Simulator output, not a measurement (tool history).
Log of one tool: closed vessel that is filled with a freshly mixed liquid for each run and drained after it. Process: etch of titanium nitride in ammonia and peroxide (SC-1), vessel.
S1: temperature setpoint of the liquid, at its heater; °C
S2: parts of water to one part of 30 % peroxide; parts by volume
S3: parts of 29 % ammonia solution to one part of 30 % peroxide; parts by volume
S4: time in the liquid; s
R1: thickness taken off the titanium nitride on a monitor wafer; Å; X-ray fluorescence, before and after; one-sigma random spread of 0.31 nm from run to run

{"run": 1, "day": 0.0, "S1": 56.0, "S2": 9, "S3": 0.75, "S4": 700, "R1": 546.95}
{"run": 2, "day": 0.058, "S1": 58.5, "S2": 9, "S3": 0.75, "S4": 700, "R1": 649.37}
{"run": 3, "day": 0.179, "S1": 58.5, "S2": 9, "S3": 0.85, "S4": 700, "R1": 661.81}
{"run": 4, "day": 0.446, "S1": 58.5, "S2": 9, "S3": 0.85, "S4": 750, "R1": 705.2}
{"run": 5, "day": 0.671, "S1": 59.5, "S2": 9, "S3": 0.85, "S4": 750, "R1": 753.97}
{"run": 6, "day": 0.908, "S1": 66.0, "S2": 9, "S3": 0.85, "S4": 750, "R1": 1148.5}
{"run": 7, "day": 0.975, "S1": 65.0, "S2": 9, "S3": 0.85, "S4": 750, "R1": 1076.2}

Expected results for the next run?
{"run": 8, "day": 1.342, "S1": 64.5, "S2": 9, "S3": 0.85, "S4": 750, "R1": "?"}

Run 8 came out at R1 1044.20 Å.
